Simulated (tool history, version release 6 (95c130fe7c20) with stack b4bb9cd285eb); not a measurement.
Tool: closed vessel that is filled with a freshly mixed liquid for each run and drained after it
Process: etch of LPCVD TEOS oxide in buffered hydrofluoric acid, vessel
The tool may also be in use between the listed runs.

run,hour,temperature setpoint of the liquid (°C),parts of 40 % ammonium fluoride to one part of 49 % hydrofluoric acid (parts by volume),time in the liquid (s),thickness taken off the LPCVD TEOS oxide on a monitor wafer (Å)
1,0.0,22.0,7.5,95,4379.4
2,5.9,22.0,5.5,95,5680.2
3,14.9,22.0,7.0,95,4643.3
4,19.5,22.0,5.5,95,5763.7
5,26.8,21.5,6.0,95,5199.4
6,35.5,21.0,6.5,95,4698.8

Run 7 comes next. What will it give?
7,37.5,20.5,6.5,95,?

thickness taken off the LPCVD TEOS oxide on a monitor wafer (Å): 4564.0

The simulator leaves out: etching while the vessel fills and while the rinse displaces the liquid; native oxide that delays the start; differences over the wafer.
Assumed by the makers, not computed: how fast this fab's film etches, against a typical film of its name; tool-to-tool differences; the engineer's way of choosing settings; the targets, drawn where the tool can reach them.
